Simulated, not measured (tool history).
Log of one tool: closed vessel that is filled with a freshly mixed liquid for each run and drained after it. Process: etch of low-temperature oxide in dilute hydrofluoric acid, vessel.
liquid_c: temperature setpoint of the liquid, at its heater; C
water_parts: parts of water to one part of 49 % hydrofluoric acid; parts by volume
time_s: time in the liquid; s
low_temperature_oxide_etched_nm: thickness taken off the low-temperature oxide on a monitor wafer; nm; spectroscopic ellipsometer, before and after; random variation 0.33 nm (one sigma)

| run | day | liquid_c | water_parts | time_s | low_temperature_oxide_etched_nm |
|---|---|---|---|---|---|
| 1 | 0 | 25 | 220 | 815 | 50.455 |
| 2 | 0.033 | 25 | 220 | 815 | 49.688 |
| 3 | 0.279 | 25 | 220 | 880 | 52.907 |
| 4 | 0.379 | 24.5 | 225 | 880 | 51.431 |
| 5 | 0.75 | 23 | 225 | 880 | 49.162 |
| 6 | 0.888 | 24.5 | 225 | 880 | 50.614 |
| 7 | 1.096 | 24 | 230 | 880 | 49.904 |
| 8 | 1.133 | 23.5 | 235 | 880 | 46.875 |
| 9 | 1.225 | 23 | 235 | 880 | 46.296 |
| 10 | 1.475 | 22.5 | 235 | 880 | 45.278 |

Forecast run 11:
| 11 | 1.804 | 22 | 235 | 880 | ? |

low_temperature_oxide_etched_nm: 44.72 nm
